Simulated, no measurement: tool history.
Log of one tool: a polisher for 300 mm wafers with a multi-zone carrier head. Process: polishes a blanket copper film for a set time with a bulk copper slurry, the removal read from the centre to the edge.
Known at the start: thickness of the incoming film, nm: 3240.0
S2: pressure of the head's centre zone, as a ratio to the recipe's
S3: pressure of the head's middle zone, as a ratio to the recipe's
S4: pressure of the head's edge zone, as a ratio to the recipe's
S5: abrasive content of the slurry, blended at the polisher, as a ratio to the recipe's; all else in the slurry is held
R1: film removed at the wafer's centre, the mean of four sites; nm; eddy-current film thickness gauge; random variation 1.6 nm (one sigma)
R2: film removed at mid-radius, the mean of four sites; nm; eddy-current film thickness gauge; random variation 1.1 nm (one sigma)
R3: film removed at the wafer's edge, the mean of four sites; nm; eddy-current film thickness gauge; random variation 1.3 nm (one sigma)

{"run": 1, "hour": 0.0, "flow of slurry (ml/min)": 145, "S2": 1.0, "S3": 1.0, "S4": 1.0, "S5": 1.0, "polishing time (s)": 49, "R1": 299.38, "R2": 305.07, "R3": 307.05}
{"run": 2, "hour": 6.0, "flow of slurry (ml/min)": 145, "S2": 1.08, "S3": 1.0, "S4": 1.0, "S5": 1.0, "polishing time (s)": 49, "R1": 316.4, "R2": 302.29, "R3": 306.61}
{"run": 3, "hour": 11.6, "flow of slurry (ml/min)": 140, "S2": 1.07, "S3": 0.98, "S4": 0.98, "S5": 0.9, "polishing time (s)": 47, "R1": 297.82, "R2": 275.64, "R3": 283.74}
{"run": 4, "hour": 13.3, "flow of slurry (ml/min)": 140, "S2": 1.07, "S3": 0.9, "S4": 0.98, "S5": 0.9, "polishing time (s)": 47, "R1": 300.65, "R2": 258.98, "R3": 284.1}
{"run": 5, "hour": 19.6, "flow of slurry (ml/min)": 135, "S2": 1.05, "S3": 0.89, "S4": 0.96, "S5": 0.85, "polishing time (s)": 45, "R1": 273.53, "R2": 239.31, "R3": 265.16}
{"run": 6, "hour": 24.7, "flow of slurry (ml/min)": 130, "S2": 1.04, "S3": 0.89, "S4": 0.94, "S5": 0.8, "polishing time (s)": 43, "R1": 252.54, "R2": 227.05, "R3": 246.26}
{"run": 7, "hour": 33.4, "flow of slurry (ml/min)": 125, "S2": 1.03, "S3": 0.88, "S4": 0.92, "S5": 0.75, "polishing time (s)": 42, "R1": 244.27, "R2": 213.87, "R3": 237.9}
{"run": 8, "hour": 37.7, "flow of slurry (ml/min)": 125, "S2": 0.96, "S3": 0.93, "S4": 0.83, "S5": 0.5, "polishing time (s)": 32, "R1": 161.75, "R2": 160.36, "R3": 160.06}
{"run": 9, "hour": 43.4, "flow of slurry (ml/min)": 135, "S2": 0.96, "S3": 0.92, "S4": 0.85, "S5": 0.5, "polishing time (s)": 32, "R1": 164.1, "R2": 162.74, "R3": 163.36}
{"run": 10, "hour": 48.4, "flow of slurry (ml/min)": 145, "S2": 0.97, "S3": 0.91, "S4": 0.87, "S5": 0.5, "polishing time (s)": 32, "R1": 168.32, "R2": 162.6, "R3": 165.84}
{"run": 11, "hour": 55.7, "flow of slurry (ml/min)": 150, "S2": 0.98, "S3": 0.91, "S4": 0.89, "S5": 0.5, "polishing time (s)": 32, "R1": 170.6, "R2": 164.03, "R3": 169.62}
{"run": 12, "hour": 58.4, "flow of slurry (ml/min)": 150, "S2": 0.98, "S3": 0.91, "S4": 0.89, "S5": 0.5, "polishing time (s)": 32, "R1": 169.92, "R2": 163.48, "R3": 171.45}
{"run": 13, "hour": 63.7, "flow of slurry (ml/min)": 155, "S2": 0.99, "S3": 0.91, "S4": 0.9, "S5": 0.5, "polishing time (s)": 32, "R1": 174.76, "R2": 166.97, "R3": 171.24}

Forecast run 14:
{"run": 14, "hour": 69.9, "flow of slurry (ml/min)": 160, "S2": 0.99, "S3": 0.9, "S4": 0.91, "S5": 0.5, "polishing time (s)": 32, "R1": "?", "R2": "?", "R3": "?"}

{"run 14": {"R1": 175.26, "R2": 164.2, "R3": 174.48}}

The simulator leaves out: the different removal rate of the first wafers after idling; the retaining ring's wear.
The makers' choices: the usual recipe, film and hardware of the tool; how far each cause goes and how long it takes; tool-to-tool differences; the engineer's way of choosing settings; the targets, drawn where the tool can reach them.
